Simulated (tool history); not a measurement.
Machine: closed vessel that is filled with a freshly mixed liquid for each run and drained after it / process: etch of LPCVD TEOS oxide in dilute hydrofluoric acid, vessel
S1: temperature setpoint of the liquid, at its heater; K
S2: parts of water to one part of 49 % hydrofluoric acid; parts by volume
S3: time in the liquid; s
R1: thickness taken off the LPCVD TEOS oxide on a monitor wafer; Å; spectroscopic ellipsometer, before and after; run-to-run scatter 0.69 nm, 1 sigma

run  hour      S1  S2   S3      R1
  1     0  297.15  55  225  803.29
  2   4.8  297.65  55  225  831.17
  3   9.1  297.65  70  225  638.45
  4  15.8  298.65  70  225  667.75
  5  24.4  298.65  70  240  707.13
  6  31.7  298.65  70  225  665.58
  7  40.3  299.15  70  225  684.88
  8  48.3  299.15  70  225  674.36
  9  55.1  299.65  70  225  694.54
 10  64.3  299.65  70  225  690.07
 11  72.2  300.15  70  225  699.17
 12  77.7  300.65  70  225  708.61
 13    84  301.15  70  225  728.41
 14  88.9  301.65  70  225  734.69

Run 15, settings as shown, results not yet in. Your forecast:
 15  97.7  302.15  70  225   ?

{"run 15": {"R1": 761.39}}
